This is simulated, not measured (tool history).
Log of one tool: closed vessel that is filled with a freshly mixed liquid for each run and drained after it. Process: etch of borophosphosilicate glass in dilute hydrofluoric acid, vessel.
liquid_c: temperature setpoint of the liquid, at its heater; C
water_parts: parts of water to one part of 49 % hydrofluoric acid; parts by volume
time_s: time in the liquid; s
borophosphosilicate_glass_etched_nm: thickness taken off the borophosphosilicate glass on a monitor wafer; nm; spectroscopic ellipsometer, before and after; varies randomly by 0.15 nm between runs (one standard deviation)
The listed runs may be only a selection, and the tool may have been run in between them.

| run | day | liquid_c | water_parts | time_s | borophosphosilicate_glass_etched_nm |
|---|---|---|---|---|---|
| 1 | 0 | 21 | 205 | 85 | 15.21 |
| 2 | 0.046 | 21 | 205 | 85 | 14.987 |
| 3 | 0.142 | 23.5 | 200 | 85 | 16.995 |
| 4 | 0.242 | 23.5 | 200 | 90 | 18.138 |
| 5 | 0.433 | 24.5 | 200 | 90 | 18.822 |
| 6 | 0.658 | 22.5 | 200 | 90 | 17.426 |
| 7 | 0.988 | 24.5 | 200 | 90 | 18.601 |

Run 8 is up next; what results do you expect?
| 8 | 1.371 | 26 | 195 | 90 | ? |

{"run 8": {"borophosphosilicate_glass_etched_nm": 20.512}}

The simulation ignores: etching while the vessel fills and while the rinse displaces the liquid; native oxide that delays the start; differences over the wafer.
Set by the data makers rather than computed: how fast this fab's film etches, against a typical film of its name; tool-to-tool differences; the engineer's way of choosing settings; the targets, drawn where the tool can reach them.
